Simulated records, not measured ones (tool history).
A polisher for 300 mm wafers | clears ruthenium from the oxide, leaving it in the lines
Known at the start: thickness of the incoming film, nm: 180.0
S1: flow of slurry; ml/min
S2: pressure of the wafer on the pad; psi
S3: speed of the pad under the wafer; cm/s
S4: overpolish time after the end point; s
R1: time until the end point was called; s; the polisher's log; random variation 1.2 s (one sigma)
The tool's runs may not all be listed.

{"run": 1, "hour": 0.0, "S1": 240, "S2": 1.6, "S3": 122, "S4": 23, "R1": 131.61}
{"run": 2, "hour": 2.3, "S1": 240, "S2": 1.8, "S3": 122, "S4": 23, "R1": 121.94}
{"run": 3, "hour": 9.7, "S1": 270, "S2": 1.8, "S3": 122, "S4": 23, "R1": 121.74}
{"run": 4, "hour": 12.3, "S1": 270, "S2": 1.8, "S3": 134, "S4": 23, "R1": 109.89}
{"run": 5, "hour": 20.8, "S1": 270, "S2": 1.9, "S3": 134, "S4": 23, "R1": 106.33}
{"run": 6, "hour": 25.7, "S1": 270, "S2": 2, "S3": 134, "S4": 23, "R1": 103.9}

Forecast run 7:
{"run": 7, "hour": 29.7, "S1": 270, "S2": 2.1, "S3": 136, "S4": 23, "R1": "?"}

R1: 98.714 s

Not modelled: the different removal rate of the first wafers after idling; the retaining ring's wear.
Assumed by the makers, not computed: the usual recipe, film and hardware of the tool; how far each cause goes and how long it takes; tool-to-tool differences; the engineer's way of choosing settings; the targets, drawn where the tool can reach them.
